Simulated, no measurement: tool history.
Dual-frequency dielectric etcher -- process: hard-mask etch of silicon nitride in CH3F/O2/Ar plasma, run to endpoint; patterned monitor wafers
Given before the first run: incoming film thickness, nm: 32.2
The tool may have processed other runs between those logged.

run	hour	source power (kW)	bias power (kW)	endpoint time (s)
1	0	0.46	0.07	39.667
2	5.5	0.5	0.072	37.901
3	11.4	0.52	0.073	36.844
4	13.6	0.53	0.073	36.19
5	22.1	0.54	0.073	36.625
6	25.9	0.54	0.061	38.648

What will run 7 give?
7	27.5	0.57	0.062	?

Run 7 measured endpoint time (s) 37.974.
